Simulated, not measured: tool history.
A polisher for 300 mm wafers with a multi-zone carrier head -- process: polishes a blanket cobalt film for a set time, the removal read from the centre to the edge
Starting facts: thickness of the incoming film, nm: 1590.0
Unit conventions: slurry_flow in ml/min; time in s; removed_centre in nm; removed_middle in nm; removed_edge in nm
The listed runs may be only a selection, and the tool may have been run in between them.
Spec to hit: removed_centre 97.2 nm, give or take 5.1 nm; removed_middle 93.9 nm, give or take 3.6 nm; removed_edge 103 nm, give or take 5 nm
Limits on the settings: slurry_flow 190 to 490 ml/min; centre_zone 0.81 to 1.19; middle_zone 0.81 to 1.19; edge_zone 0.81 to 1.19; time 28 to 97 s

run    day  slurry_flow  centre_zone  middle_zone  edge_zone  time  removed_centre  removed_middle  removed_edge
  1      0          315            1            1          1    62          171.01          173.61        169.08
  2  0.329          345            1            1          1    62          173.36          173.86        171.85
  3   0.55          345            1         0.92          1    62          166.32          162.99         172.3
  4  0.671          345            1         0.96          1    62          171.43          169.45        170.61
  5   0.85          345            1         0.96          1    53          145.81          142.92        147.89
  6  1.067          340         0.99         0.94       0.98    49          134.25          127.95        130.57
  7  1.175          340         0.97         0.92       0.98    47          125.87          124.36        126.45
  8  1.488          315         0.96         0.82       1.02    31          79.544          73.414        85.259

Next run, 5 choices. One meets every target within its allowed miss, the rest don't. Which?
  A  1.8          245         1.14         1.19       0.81    33               ?               ?             ?
  B  1.8          360         1.19         0.83       0.83    28               ?               ?             ?
  C  1.8          305            1         1.12       0.82    28               ?               ?             ?
  D  1.8          295         0.96         0.89       1.01    38               ?               ?             ?
  E  1.8          380         1.16         1.16       0.81    28               ?               ?             ?

move  removed_centre  removed_middle  removed_edge
   A          98.902          105.36        79.588
   B          91.618          68.847        70.858
   C          75.705          87.205        69.347
   D          98.051          97.125        103.65
   E          89.954           91.68        70.046
A: takes the biggest miss from the last run beyond its target
B: lands further from the targets than the last run did
C: lands further from the targets than the last run did
D: in spec on every target
E: meets the target for the result that was furthest off, but another lies outside its allowed miss
So the answer is move D, the one that meets all the targets.
